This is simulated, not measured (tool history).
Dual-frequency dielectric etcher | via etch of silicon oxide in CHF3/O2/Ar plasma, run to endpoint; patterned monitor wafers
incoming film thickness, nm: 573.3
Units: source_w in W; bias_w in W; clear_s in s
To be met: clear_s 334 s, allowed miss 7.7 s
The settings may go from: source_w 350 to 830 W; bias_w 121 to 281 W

Run 1, hour 0: source_w 590 W, bias_w 201 W. Result: clear_s 258.94 s.
Run 2, hour 7: source_w 540 W, bias_w 189 W. Result: clear_s 275.34 s.
Run 3, hour 14.4: source_w 630 W, bias_w 189 W. Result: clear_s 251.74 s.
Run 4, hour 22.3: source_w 580 W, bias_w 184 W. Result: clear_s 264.59 s.
Run 5, hour 23.6: source_w 490 W, bias_w 184 W. Result: clear_s 293.69 s.
Run 6, hour 29.7: source_w 450 W, bias_w 184 W. Result: clear_s 310.7 s.
Run 7, hour 31.8: source_w 440 W, bias_w 183 W. Result: clear_s 317.51 s.
Run 8, hour 37.8: source_w 430 W, bias_w 183 W. Result: clear_s 321.51 s.
Run 9, hour 41.3: source_w 380 W, bias_w 178 W. Result: clear_s 353.98 s.
At hour 48.8: source power generator calibrated.
Run 10, hour 48.8: source_w 390 W, bias_w 178 W. Result: clear_s 358.81 s.
Run 11, hour 56.4: source_w 400 W, bias_w 178 W. Result: clear_s 352.67 s.

4 next moves are on the table. One of them brings every result within its allowed miss. Which?
Run A, hour 64: source_w 380 W, bias_w 192 W. Result: clear_s ?.
Run B, hour 64: source_w 380 W, bias_w 208 W. Result: clear_s ?.
Run C, hour 64: source_w 430 W, bias_w 172 W. Result: clear_s ?.
Run D, hour 64: source_w 400 W, bias_w 184 W. Result: clear_s ?.

move  clear_s
   A   358.27
   B   350.08
   C   336.97
   D   348.61
A: further off than the last run
B: nearer than the last run, and not there yet
C: meets every target
D: nearer than the last run, and not there yet
Answer: C

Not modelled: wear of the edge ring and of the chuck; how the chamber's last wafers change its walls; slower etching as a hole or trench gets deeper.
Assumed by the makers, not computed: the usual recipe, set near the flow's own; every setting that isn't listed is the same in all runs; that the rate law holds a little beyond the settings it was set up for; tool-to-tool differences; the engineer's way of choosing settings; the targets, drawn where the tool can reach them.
